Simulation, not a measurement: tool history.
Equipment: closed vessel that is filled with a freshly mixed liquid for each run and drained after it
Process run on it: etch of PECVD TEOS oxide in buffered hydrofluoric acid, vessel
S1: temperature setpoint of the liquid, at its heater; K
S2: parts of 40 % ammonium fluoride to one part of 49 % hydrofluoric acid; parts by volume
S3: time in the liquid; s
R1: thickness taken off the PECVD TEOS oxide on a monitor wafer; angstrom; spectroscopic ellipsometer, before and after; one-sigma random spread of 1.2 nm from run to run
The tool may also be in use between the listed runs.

run 1 day=0 | S1=296.15 S2=7 S3=30 | R1=897.8
run 2 day=0.196 | S1=296.15 S2=8 S3=30 | R1=762.78
run 3 day=0.362 | S1=297.15 S2=8 S3=30 | R1=811.39
run 4 day=0.517 | S1=298.15 S2=8 S3=30 | R1=854.2
run 5 day=0.838 | S1=298.65 S2=8 S3=30 | R1=871.2
run 6 day=1.067 | S1=299.15 S2=8 S3=30 | R1=893.94
run 7 day=1.338 | S1=299.65 S2=8 S3=30 | R1=933.52

Run 8, settings as shown, results not yet in. Your forecast:
run 8 day=1.633 | S1=300.15 S2=8 S3=30 | R1=?

R1: 953.49 angstrom
